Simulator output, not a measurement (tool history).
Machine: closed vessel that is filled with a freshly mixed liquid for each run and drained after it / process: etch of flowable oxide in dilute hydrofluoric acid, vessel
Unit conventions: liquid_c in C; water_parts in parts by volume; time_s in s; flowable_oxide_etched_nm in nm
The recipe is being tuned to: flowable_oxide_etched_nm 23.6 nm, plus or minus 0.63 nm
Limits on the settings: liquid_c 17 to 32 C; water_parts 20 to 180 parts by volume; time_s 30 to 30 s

| run | day | liquid_c | water_parts | time_s | flowable_oxide_etched_nm |
|---|---|---|---|---|---|
| 1 | 0 | 24 | 100 | 30 | 9.4143 |
| 2 | 0.088 | 26.5 | 100 | 30 | 10.48 |
| 3 | 0.225 | 28 | 85 | 30 | 13.351 |
| 4 | 0.467 | 28 | 85 | 30 | 13.345 |
|  | 0.6 | hydrofluoric acid flow meter replaced |
| 5 | 0.6 | 29 | 75 | 30 | 17.538 |
| 6 | 0.771 | 29 | 75 | 30 | 17.604 |
| 7 | 1.029 | 30 | 75 | 30 | 18.196 |
| 8 | 1.108 | 30.5 | 70 | 30 | 20.1 |
| 9 | 1.367 | 31 | 70 | 30 | 20.475 |
| 10 | 1.667 | 31 | 70 | 30 | 20.22 |
| 11 | 1.75 | 31.5 | 70 | 30 | 20.583 |
| 12 | 1.817 | 32 | 65 | 30 | 23.042 |
| 13 | 2 | 32 | 60 | 30 | 25.384 |
| 14 | 2.183 | 31.5 | 60 | 30 | 24.661 |

Next run, 5 choices. One meets every target within its allowed miss, the rest don't. Which?
| A | 2.367 | 32 | 60 | 30 | ? |
| B | 2.367 | 30.5 | 60 | 30 | ? |
| C | 2.367 | 29.5 | 55 | 30 | ? |
| D | 2.367 | 30.5 | 55 | 30 | ? |
| E | 2.367 | 27.5 | 50 | 30 | ? |

| move | flowable_oxide_etched_nm |
|---|---|
| A | 24.813 |
| B | 23.421 |
| C | 24.762 |
| D | 25.748 |
| E | 25.349 |
A: moves away from the targets compared with the last run
B: every result within its allowed miss
C: moves away from the targets compared with the last run
D: moves away from the targets compared with the last run
E: moves away from the targets compared with the last run
Answer: B

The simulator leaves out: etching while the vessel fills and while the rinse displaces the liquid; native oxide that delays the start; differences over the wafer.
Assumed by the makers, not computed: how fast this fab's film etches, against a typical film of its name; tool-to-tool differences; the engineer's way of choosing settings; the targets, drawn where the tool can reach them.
